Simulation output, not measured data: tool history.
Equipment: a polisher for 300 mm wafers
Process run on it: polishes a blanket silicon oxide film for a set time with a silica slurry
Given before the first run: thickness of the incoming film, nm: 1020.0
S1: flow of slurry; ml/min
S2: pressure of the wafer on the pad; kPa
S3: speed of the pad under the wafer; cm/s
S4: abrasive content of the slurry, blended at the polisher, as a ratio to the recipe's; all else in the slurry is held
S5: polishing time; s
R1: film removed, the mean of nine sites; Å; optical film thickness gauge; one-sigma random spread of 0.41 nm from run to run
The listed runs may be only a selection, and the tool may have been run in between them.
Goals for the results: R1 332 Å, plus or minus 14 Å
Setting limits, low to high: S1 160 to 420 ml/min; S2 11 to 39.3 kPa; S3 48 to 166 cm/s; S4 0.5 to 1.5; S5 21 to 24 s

run,hour,S1,S2,S3,S4,S5,R1
1,0,270,24.8,106,1,24,516.15
2,5.6,270,24.8,106,1,21,443.86
3,12.1,270,24.8,106,1,21,446.95
4,13.3,270,24.1,106,1,21,430.54
5,19,270,23.4,106,1,21,427.18
6,22.2,270,22.8,106,1,21,407.57
7,30.8,270,22.1,106,1,21,400.5
8,33.2,270,21.4,106,1,21,380.47
9,37.3,270,20.7,106,1,21,376.52
10,42.2,270,20,106,1,21,359.52

Which one of the following 4 next-run settings gets every result inside its allowed miss? There is exactly one.
A,47.1,240,20,96,0.95,23,?
B,47.1,270,20,106,1.05,21,?
C,47.1,310,23.4,112,0.75,22,?
D,47.1,235,17.2,114,1,21,?

move,R1
A,354.55
B,375.06
C,396.09
D,330.55
A: an improvement on the last run, though not all results are within tolerance
B: lands further from the targets than the last run did
C: lands further from the targets than the last run did
D: each result inside its tolerance
Move D is the one to make.
